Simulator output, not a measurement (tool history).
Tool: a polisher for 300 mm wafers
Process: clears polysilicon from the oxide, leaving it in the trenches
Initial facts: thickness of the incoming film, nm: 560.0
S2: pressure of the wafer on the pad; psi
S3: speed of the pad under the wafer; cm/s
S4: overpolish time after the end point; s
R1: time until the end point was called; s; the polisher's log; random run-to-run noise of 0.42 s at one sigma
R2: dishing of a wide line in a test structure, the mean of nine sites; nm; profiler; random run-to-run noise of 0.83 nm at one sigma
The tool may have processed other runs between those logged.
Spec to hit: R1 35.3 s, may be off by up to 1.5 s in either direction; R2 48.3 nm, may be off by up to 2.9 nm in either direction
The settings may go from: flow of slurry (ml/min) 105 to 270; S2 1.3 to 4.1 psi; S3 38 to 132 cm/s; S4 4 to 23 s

run 1 hour=0 | flow_of_slurry_(ml/min)=175 S2=2.7 S3=84 S4=12 | R1=46.69 R2=47.041
run 2 hour=7.5 | flow_of_slurry_(ml/min)=175 S2=2.7 S3=84 S4=7 | R1=47.122 R2=42.491
run 3 hour=10.3 | flow_of_slurry_(ml/min)=175 S2=2.8 S3=84 S4=8 | R1=44.813 R2=44.744
run 4 hour=18.8 | flow_of_slurry_(ml/min)=175 S2=2.8 S3=72 S4=8 | R1=52.813 R2=43.438
run 5 hour=20.6 | flow_of_slurry_(ml/min)=175 S2=3 S3=72 S4=8 | R1=49.57 R2=43.06
run 6 hour=27.6 | flow_of_slurry_(ml/min)=175 S2=2.6 S3=72 S4=8 | R1=56.714 R2=42.428
run 7 hour=30.9 | flow_of_slurry_(ml/min)=175 S2=2.9 S3=72 S4=9 | R1=50.877 R2=45.491
run 8 hour=39.5 | flow_of_slurry_(ml/min)=175 S2=3.1 S3=72 S4=9 | R1=47.457 R2=45.16
run 9 hour=41.1 | flow_of_slurry_(ml/min)=175 S2=3.3 S3=72 S4=9 | R1=44.84 R2=47.814
run 10 hour=48 | flow_of_slurry_(ml/min)=185 S2=3.7 S3=84 S4=4 | R1=33.432 R2=37.582
run 11 hour=55.7 | flow_of_slurry_(ml/min)=180 S2=3.7 S3=84 S4=5 | R1=33.997 R2=42.607
run 12 hour=57.1 | flow_of_slurry_(ml/min)=175 S2=3.7 S3=84 S4=5 | R1=34.46 R2=42.765
run 13 hour=58.4 | flow_of_slurry_(ml/min)=170 S2=3.7 S3=84 S4=5 | R1=35.135 R2=43.199
run 14 hour=64 | flow_of_slurry_(ml/min)=165 S2=3.7 S3=84 S4=5 | R1=34.325 R2=41.713
run 15 hour=72.1 | flow_of_slurry_(ml/min)=165 S2=3.7 S3=84 S4=6 | R1=35.488 R2=43.761

Below are 4 possible settings for the next run. Only one of them brings all results inside the allowed miss of their targets. Which is it?
run A hour=80.2 | flow_of_slurry_(ml/min)=200 S2=3.4 S3=86 S4=4 | R1=? R2=?
run B hour=80.2 | flow_of_slurry_(ml/min)=215 S2=3.4 S3=90 S4=4 | R1=? R2=?
run C hour=80.2 | flow_of_slurry_(ml/min)=130 S2=3.2 S3=100 S4=9 | R1=? R2=?
run D hour=80.2 | flow_of_slurry_(ml/min)=185 S2=3.5 S3=84 S4=4 | R1=? R2=?

move=A R1=36.068 R2=37.598
move=B R1=34.201 R2=38.481
move=C R1=35.326 R2=47.458
move=D R1=36.245 R2=37.516
A: lands further from the targets than the last run did
B: lands further from the targets than the last run did
C: all results in spec
D: lands further from the targets than the last run did
C meets every target.

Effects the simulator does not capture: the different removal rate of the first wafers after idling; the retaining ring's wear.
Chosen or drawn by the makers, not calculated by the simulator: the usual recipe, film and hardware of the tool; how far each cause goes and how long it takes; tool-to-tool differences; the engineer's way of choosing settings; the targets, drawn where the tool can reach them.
